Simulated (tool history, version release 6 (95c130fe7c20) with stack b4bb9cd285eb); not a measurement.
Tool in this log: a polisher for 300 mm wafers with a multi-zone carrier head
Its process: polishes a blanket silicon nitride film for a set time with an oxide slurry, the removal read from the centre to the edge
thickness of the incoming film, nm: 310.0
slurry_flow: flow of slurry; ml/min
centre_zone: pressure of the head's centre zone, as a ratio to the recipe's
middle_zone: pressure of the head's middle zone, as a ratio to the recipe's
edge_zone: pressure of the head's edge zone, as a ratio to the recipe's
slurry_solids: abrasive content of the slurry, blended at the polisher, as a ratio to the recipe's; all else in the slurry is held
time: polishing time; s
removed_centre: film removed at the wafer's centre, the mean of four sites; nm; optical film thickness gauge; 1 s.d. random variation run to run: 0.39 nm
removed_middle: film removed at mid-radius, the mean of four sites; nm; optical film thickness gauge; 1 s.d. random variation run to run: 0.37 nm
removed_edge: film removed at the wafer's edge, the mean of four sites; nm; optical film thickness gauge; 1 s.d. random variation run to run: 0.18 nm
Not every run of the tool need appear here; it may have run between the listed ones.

run,hour,slurry_flow,centre_zone,middle_zone,edge_zone,slurry_solids,time,removed_centre,removed_middle,removed_edge
1,0.0,295,1.00,1.00,1.00,1.00,37,40.723,41.354,40.412
2,7.3,295,1.00,0.99,0.97,0.85,35,35.247,35.777,35.160
3,13.4,295,1.01,0.99,0.94,0.75,34,33.480,33.050,32.261
4,22.0,295,1.01,0.99,0.94,0.85,34,34.825,35.146,34.310
5,25.6,295,1.02,1.00,0.93,0.75,33,32.456,31.382,31.107
6,33.0,290,1.02,1.02,0.90,0.70,33,31.842,31.601,29.436
7,39.4,270,0.96,0.93,0.82,0.50,33,25.042,24.809,24.115
8,46.4,285,0.97,0.94,0.83,0.50,33,26.142,25.352,24.839
9,52.1,295,0.97,0.95,0.83,0.50,33,25.666,25.411,24.616
10,52.9,295,0.98,0.96,0.84,0.50,33,26.245,25.738,24.675

Predict the results of run 11:
11,60.8,315,1.00,0.99,0.88,0.55,33,?,?,?

Run 11 yielded removed_centre 27.553 nm, removed_middle 27.878 nm, removed_edge 26.906 nm.
